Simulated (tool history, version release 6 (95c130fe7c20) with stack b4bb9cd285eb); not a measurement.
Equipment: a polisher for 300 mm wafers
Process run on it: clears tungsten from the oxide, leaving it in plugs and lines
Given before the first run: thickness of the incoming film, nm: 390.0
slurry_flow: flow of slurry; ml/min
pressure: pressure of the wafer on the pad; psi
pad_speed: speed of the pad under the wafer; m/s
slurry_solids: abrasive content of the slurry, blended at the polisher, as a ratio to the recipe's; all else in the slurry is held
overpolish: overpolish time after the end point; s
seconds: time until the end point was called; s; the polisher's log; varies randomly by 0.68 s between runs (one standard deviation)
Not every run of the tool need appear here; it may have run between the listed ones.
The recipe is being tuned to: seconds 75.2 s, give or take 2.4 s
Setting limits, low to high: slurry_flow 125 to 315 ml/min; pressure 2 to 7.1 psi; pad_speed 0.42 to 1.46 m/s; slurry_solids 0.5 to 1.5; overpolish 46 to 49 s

run,hour,slurry_flow,pressure,pad_speed,slurry_solids,overpolish,seconds
1,0,205,4.5,0.94,1,46,112.15
2,2.9,170,4.5,0.94,1,46,112.74
3,3.9,170,4.7,0.94,1,46,109.91
4,7.1,170,4.7,0.94,0.85,46,111.37
5,16.1,170,4.9,0.94,0.85,46,108.87
6,23,170,5.4,0.94,0.85,46,97.923
7,28.2,170,5.6,0.94,0.85,46,94.205
8,30.3,170,5.7,0.94,0.85,46,93.132
9,35.1,170,5.8,0.94,0.85,46,90.076
# hour 38.8: slurry tank refilled with fresh slurry and peroxide
10,38.8,170,5.9,0.94,0.85,46,69.604
11,45.3,165,5.9,0.94,0.85,46,68.416
12,48,170,5.9,0.94,0.85,46,69.392
13,55.9,165,5.9,0.94,0.85,46,69.483
14,61,170,5.9,0.94,0.85,46,68.509

4 candidate next runs follow, results not yet known. Just one meets every target within its allowed miss. Identify it.
A,66.1,170,5,0.9,1,49,?
B,66.1,250,5.3,0.96,0.7,46,?
C,66.1,140,4.9,1.12,0.9,46,?
D,66.1,195,6.1,0.9,0.8,49,?

move,seconds
A,80.5
B,73.214
C,69.393
D,68.057
A: takes the biggest miss from the last run beyond its target
B: in spec on every target
C: gains on the last run, yet a result remains outside its allowed miss
D: further off than the last run
The right move is B.

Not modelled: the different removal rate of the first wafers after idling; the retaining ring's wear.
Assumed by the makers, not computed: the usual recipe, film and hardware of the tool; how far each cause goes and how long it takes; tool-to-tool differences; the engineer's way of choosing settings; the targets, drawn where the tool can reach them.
